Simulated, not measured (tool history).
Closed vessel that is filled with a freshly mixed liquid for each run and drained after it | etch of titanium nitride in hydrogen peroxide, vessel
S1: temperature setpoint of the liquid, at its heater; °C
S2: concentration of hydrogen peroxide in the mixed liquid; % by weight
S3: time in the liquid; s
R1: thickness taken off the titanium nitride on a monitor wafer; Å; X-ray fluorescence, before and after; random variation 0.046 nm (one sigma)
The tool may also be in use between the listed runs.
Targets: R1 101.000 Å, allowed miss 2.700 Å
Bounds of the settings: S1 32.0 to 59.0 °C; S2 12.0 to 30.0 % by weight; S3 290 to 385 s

run,hour,S1,S2,S3,R1
1,0.0,43.0,22.0,385,78.623
2,8.2,37.5,22.0,385,51.567
3,14.7,37.5,20.0,385,50.610
4,16.8,37.5,17.0,385,48.915
5,21.0,37.5,13.0,385,46.019
6,27.0,39.0,13.0,385,51.508
7,31.6,40.0,13.0,385,55.709
# hour 39.9: peroxide flow meter replaced
8,39.9,41.0,13.0,385,59.713
9,42.4,49.0,13.5,385,109.090

4 next moves are on the table. One of them brings every result within its allowed miss. Which?
A,44.9,51.0,12.5,375,?
B,44.9,48.0,15.5,370,?
C,44.9,49.5,14.0,385,?
D,44.9,51.5,12.0,365,?

move,R1
A,121.320
B,100.760
C,114.470
D,121.360
A: further off than the last run
B: meets every target
C: further off than the last run
D: further off than the last run
The right move is B.

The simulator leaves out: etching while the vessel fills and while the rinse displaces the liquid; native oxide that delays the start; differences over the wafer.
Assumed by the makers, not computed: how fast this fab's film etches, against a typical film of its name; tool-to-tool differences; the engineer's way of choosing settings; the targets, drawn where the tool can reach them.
